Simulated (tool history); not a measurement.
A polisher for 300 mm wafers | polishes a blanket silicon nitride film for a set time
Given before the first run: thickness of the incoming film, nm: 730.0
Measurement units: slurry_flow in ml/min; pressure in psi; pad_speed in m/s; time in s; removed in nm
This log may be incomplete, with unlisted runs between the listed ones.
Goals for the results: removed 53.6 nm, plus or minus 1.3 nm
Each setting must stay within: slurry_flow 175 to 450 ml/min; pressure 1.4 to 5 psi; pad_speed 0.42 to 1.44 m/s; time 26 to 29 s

Run 1, day 0: slurry_flow 290 ml/min, pressure 3.2 psi, pad_speed 0.92 m/s, time 29 s. Result: removed 43.68 nm.
Run 2, day 0.071: slurry_flow 290 ml/min, pressure 3.2 psi, pad_speed 0.74 m/s, time 29 s. Result: removed 36.052 nm.
Run 3, day 0.4: slurry_flow 290 ml/min, pressure 3.2 psi, pad_speed 0.58 m/s, time 29 s. Result: removed 30.142 nm.
Run 4, day 0.475: slurry_flow 255 ml/min, pressure 3.2 psi, pad_speed 0.58 m/s, time 29 s. Result: removed 29.418 nm.
Run 5, day 0.508: slurry_flow 255 ml/min, pressure 3.2 psi, pad_speed 0.58 m/s, time 29 s. Result: removed 29.972 nm.
Run 6, day 0.742: slurry_flow 260 ml/min, pressure 3.8 psi, pad_speed 0.58 m/s, time 29 s. Result: removed 34.965 nm.
Run 7, day 0.983: slurry_flow 280 ml/min, pressure 4.2 psi, pad_speed 0.6 m/s, time 29 s. Result: removed 39.645 nm.
Run 8, day 1.108: slurry_flow 290 ml/min, pressure 4.4 psi, pad_speed 0.62 m/s, time 29 s. Result: removed 43.366 nm.
Run 9, day 1.158: slurry_flow 305 ml/min, pressure 4.6 psi, pad_speed 0.62 m/s, time 29 s. Result: removed 45.111 nm.
Run 10, day 1.208: slurry_flow 305 ml/min, pressure 4.7 psi, pad_speed 0.64 m/s, time 29 s. Result: removed 47.354 nm.
Run 11, day 1.371: slurry_flow 305 ml/min, pressure 4.8 psi, pad_speed 0.66 m/s, time 29 s. Result: removed 49.498 nm.
Run 12, day 1.662: slurry_flow 305 ml/min, pressure 4.9 psi, pad_speed 0.66 m/s, time 29 s. Result: removed 50.352 nm.
Run 13, day 1.725: slurry_flow 305 ml/min, pressure 4.9 psi, pad_speed 0.66 m/s, time 29 s. Result: removed 50.089 nm.

Pick the move, out of 5, that brings all results within their allowed miss; only one does.
Run A, day 1.788: slurry_flow 335 ml/min, pressure 5 psi, pad_speed 0.68 m/s, time 29 s. Result: removed ?.
Run B, day 1.788: slurry_flow 275 ml/min, pressure 5 psi, pad_speed 0.7 m/s, time 27 s. Result: removed ?.
Run C, day 1.788: slurry_flow 340 ml/min, pressure 5 psi, pad_speed 0.74 m/s, time 29 s. Result: removed ?.
Run D, day 1.788: slurry_flow 325 ml/min, pressure 5 psi, pad_speed 0.6 m/s, time 28 s. Result: removed ?.
Run E, day 1.788: slurry_flow 250 ml/min, pressure 5 psi, pad_speed 0.76 m/s, time 26 s. Result: removed ?.

move  removed
   A    53.78
   B   50.366
   C   57.611
   D   46.863
   E   51.306
A: all results in spec
B: better than the last run, though not everything is in spec
C: pushes the last run's worst result past its target
D: misses by more than the last run did
E: better than the last run, though not everything is in spec
A meets every target.
